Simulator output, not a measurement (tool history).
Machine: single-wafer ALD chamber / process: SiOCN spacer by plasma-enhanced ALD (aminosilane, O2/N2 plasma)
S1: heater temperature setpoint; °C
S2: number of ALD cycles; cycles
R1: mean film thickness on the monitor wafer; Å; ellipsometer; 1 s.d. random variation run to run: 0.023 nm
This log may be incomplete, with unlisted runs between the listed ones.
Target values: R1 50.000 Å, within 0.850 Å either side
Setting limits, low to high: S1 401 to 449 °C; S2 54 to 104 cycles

{"run": 1, "hour": 0.0, "S1": 425, "S2": 79, "R1": 42.526}
{"run": 2, "hour": 1.7, "S1": 425, "S2": 74, "R1": 39.617}
{"run": 3, "hour": 6.3, "S1": 434, "S2": 74, "R1": 38.591}
{"run": 4, "hour": 11.8, "S1": 434, "S2": 79, "R1": 41.258}
{"run": 5, "hour": 20.7, "S1": 441, "S2": 79, "R1": 40.129}
{"run": 6, "hour": 28.0, "S1": 447, "S2": 79, "R1": 39.216}
{"run": 7, "hour": 30.2, "S1": 441, "S2": 81, "R1": 40.984}
{"run": 8, "hour": 34.7, "S1": 436, "S2": 83, "R1": 42.73}
{"run": 9, "hour": 42.3, "S1": 431, "S2": 84, "R1": 44.249}
{"run": 10, "hour": 45.2, "S1": 427, "S2": 85, "R1": 45.466}
{"run": 11, "hour": 48.8, "S1": 424, "S2": 86, "R1": 46.689}
{"run": 12, "hour": 51.7, "S1": 422, "S2": 86, "R1": 46.681}
{"run": 13, "hour": 55.6, "S1": 419, "S2": 86, "R1": 47.208}

Which single option among these 5 for the next run brings every result within its allowed miss of target? Just one does.
{"run": "A", "hour": 59.5, "S1": 427, "S2": 97, "R1": "?"}
{"run": "B", "hour": 59.5, "S1": 419, "S2": 94, "R1": "?"}
{"run": "C", "hour": 59.5, "S1": 408, "S2": 90, "R1": "?"}
{"run": "D", "hour": 59.5, "S1": 418, "S2": 90, "R1": "?"}
{"run": "E", "hour": 59.5, "S1": 426, "S2": 98, "R1": "?"}

move=A R1=51.423
move=B R1=51.334
move=C R1=51.126
move=D R1=49.329
move=E R1=52.149
A: moves the result that the last run missed by most past its target, out the other side
B: moves the result that the last run missed by most past its target, out the other side
C: moves the result that the last run missed by most past its target, out the other side
D: hits every target within its allowed miss
E: moves the result that the last run missed by most past its target, out the other side
Move D is the one to make.

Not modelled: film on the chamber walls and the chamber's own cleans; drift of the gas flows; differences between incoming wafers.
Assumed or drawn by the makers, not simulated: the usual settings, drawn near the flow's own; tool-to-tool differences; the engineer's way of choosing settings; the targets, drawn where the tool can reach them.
